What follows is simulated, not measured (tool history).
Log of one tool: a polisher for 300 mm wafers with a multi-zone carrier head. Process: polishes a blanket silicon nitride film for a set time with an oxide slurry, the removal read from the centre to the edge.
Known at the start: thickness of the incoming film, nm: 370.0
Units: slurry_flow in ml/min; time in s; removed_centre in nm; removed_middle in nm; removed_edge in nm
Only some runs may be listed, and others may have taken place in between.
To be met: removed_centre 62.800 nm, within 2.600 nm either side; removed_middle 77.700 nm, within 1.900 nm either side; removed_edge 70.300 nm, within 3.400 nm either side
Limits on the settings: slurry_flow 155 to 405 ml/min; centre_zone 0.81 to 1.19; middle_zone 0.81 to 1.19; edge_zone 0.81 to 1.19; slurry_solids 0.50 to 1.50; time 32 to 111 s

run 1 hour=0.0 | slurry_flow=260 centre_zone=1.00 middle_zone=1.00 edge_zone=1.00 slurry_solids=1.00 time=71 | removed_centre=50.501 removed_middle=53.026 removed_edge=51.575
run 2 hour=8.7 | slurry_flow=270 centre_zone=1.00 middle_zone=1.04 edge_zone=1.04 slurry_solids=1.10 time=71 | removed_centre=53.979 removed_middle=58.486 removed_edge=56.229
run 3 hour=15.3 | slurry_flow=285 centre_zone=1.00 middle_zone=1.08 edge_zone=1.07 slurry_solids=1.15 time=71 | removed_centre=55.519 removed_middle=61.754 removed_edge=58.084
run 4 hour=18.8 | slurry_flow=285 centre_zone=1.00 middle_zone=1.08 edge_zone=1.10 slurry_solids=1.15 time=71 | removed_centre=55.607 removed_middle=62.574 removed_edge=59.334
run 5 hour=27.5 | slurry_flow=290 centre_zone=1.00 middle_zone=1.11 edge_zone=1.12 slurry_solids=1.20 time=71 | removed_centre=57.505 removed_middle=64.766 removed_edge=59.434
run 6 hour=32.9 | slurry_flow=290 centre_zone=1.00 middle_zone=1.17 edge_zone=1.12 slurry_solids=1.20 time=71 | removed_centre=56.930 removed_middle=68.339 removed_edge=59.945
run 7 hour=41.5 | slurry_flow=290 centre_zone=0.98 middle_zone=1.17 edge_zone=1.14 slurry_solids=1.25 time=71 | removed_centre=56.399 removed_middle=68.821 removed_edge=62.933
run 8 hour=44.5 | slurry_flow=300 centre_zone=0.98 middle_zone=1.18 edge_zone=1.14 slurry_solids=1.30 time=71 | removed_centre=58.348 removed_middle=70.709 removed_edge=61.606
run 9 hour=45.9 | slurry_flow=290 centre_zone=0.97 middle_zone=1.18 edge_zone=1.15 slurry_solids=1.35 time=72 | removed_centre=59.599 removed_middle=73.581 removed_edge=64.615
run 10 hour=49.9 | slurry_flow=290 centre_zone=0.97 middle_zone=1.18 edge_zone=1.15 slurry_solids=1.35 time=72 | removed_centre=59.588 removed_middle=73.660 removed_edge=64.671
run 11 hour=50.5 | slurry_flow=285 centre_zone=0.96 middle_zone=1.17 edge_zone=1.16 slurry_solids=1.40 time=72 | removed_centre=58.100 removed_middle=73.386 removed_edge=67.630
run 12 hour=59.0 | slurry_flow=290 centre_zone=0.97 middle_zone=1.17 edge_zone=1.16 slurry_solids=1.45 time=72 | removed_centre=60.129 removed_middle=75.070 removed_edge=69.214
run 13 hour=64.8 | slurry_flow=295 centre_zone=0.98 middle_zone=1.18 edge_zone=1.16 slurry_solids=1.45 time=72 | removed_centre=61.502 removed_middle=74.535 removed_edge=66.534
run 14 hour=68.5 | slurry_flow=295 centre_zone=0.98 middle_zone=1.18 edge_zone=1.17 slurry_solids=1.45 time=72 | removed_centre=60.719 removed_middle=74.616 removed_edge=67.110

5 candidate next runs follow, results not yet known. Just one meets every target within its allowed miss. Identify it.
run A hour=72.2 | slurry_flow=275 centre_zone=1.00 middle_zone=1.10 edge_zone=1.19 slurry_solids=1.40 time=72 | removed_centre=? removed_middle=? removed_edge=?
run B hour=72.2 | slurry_flow=270 centre_zone=0.84 middle_zone=1.18 edge_zone=1.15 slurry_solids=1.50 time=78 | removed_centre=? removed_middle=? removed_edge=?
run C hour=72.2 | slurry_flow=335 centre_zone=0.99 middle_zone=1.11 edge_zone=1.14 slurry_solids=1.50 time=72 | removed_centre=? removed_middle=? removed_edge=?
run D hour=72.2 | slurry_flow=355 centre_zone=1.07 middle_zone=1.18 edge_zone=1.03 slurry_solids=1.40 time=72 | removed_centre=? removed_middle=? removed_edge=?
run E hour=72.2 | slurry_flow=290 centre_zone=0.97 middle_zone=1.17 edge_zone=1.17 slurry_solids=1.40 time=76 | removed_centre=? removed_middle=? removed_edge=?

move=A removed_centre=62.079 removed_middle=70.172 removed_edge=66.966
move=B removed_centre=57.852 removed_middle=82.866 removed_edge=73.156
move=C removed_centre=64.585 removed_middle=74.175 removed_edge=68.501
move=D removed_centre=68.403 removed_middle=76.476 removed_edge=63.899
move=E removed_centre=63.999 removed_middle=78.592 removed_edge=70.382
A: lands further from the targets than the last run did
B: carries the result that was furthest off beyond its target, to the other side
C: lands further from the targets than the last run did
D: gets the furthest-off result to its target, but another result is out of tolerance
E: every result lands within tolerance
E meets every target.
